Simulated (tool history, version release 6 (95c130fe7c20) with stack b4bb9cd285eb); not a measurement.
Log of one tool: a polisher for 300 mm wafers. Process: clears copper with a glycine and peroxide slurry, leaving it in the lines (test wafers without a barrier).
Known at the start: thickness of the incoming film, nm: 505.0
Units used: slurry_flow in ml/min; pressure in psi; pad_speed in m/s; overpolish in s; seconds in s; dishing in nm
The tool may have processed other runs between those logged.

Run 1, hour 0.0: slurry_flow 290 ml/min, pressure 2.2 psi, pad_speed 1.02 m/s, overpolish 28 s. Result: seconds 100.01 s, dishing 81.169 nm.
Run 2, hour 0.6: slurry_flow 290 ml/min, pressure 2.2 psi, pad_speed 1.02 m/s, overpolish 21 s. Result: seconds 102.27 s, dishing 66.440 nm.
Run 3, hour 1.3: slurry_flow 290 ml/min, pressure 2.2 psi, pad_speed 1.00 m/s, overpolish 23 s. Result: seconds 102.70 s, dishing 70.391 nm.
Run 4, hour 4.1: slurry_flow 290 ml/min, pressure 2.2 psi, pad_speed 0.82 m/s, overpolish 23 s. Result: seconds 119.70 s, dishing 62.969 nm.
At hour 9.0: slurry nozzle cleaned.
Run 5, hour 9.0: slurry_flow 260 ml/min, pressure 2.2 psi, pad_speed 0.82 m/s, overpolish 23 s. Result: seconds 119.84 s, dishing 64.052 nm.
Run 6, hour 13.0: slurry_flow 260 ml/min, pressure 2.2 psi, pad_speed 1.00 m/s, overpolish 23 s. Result: seconds 102.60 s, dishing 70.441 nm.
Run 7, hour 21.6: slurry_flow 260 ml/min, pressure 2.2 psi, pad_speed 1.00 m/s, overpolish 25 s. Result: seconds 101.27 s, dishing 73.313 nm.
Run 8, hour 29.1: slurry_flow 260 ml/min, pressure 2.2 psi, pad_speed 0.98 m/s, overpolish 27 s. Result: seconds 104.67 s, dishing 78.705 nm.
Run 9, hour 33.4: slurry_flow 260 ml/min, pressure 2.2 psi, pad_speed 0.98 m/s, overpolish 28 s. Result: seconds 104.02 s, dishing 77.472 nm.

What does the tool deliver on the next run?
Run 10, hour 38.2: slurry_flow 260 ml/min, pressure 2.2 psi, pad_speed 0.98 m/s, overpolish 30 s. Result: seconds ?, dishing ?.

seconds: 100.85 s
dishing: 83.574 nm
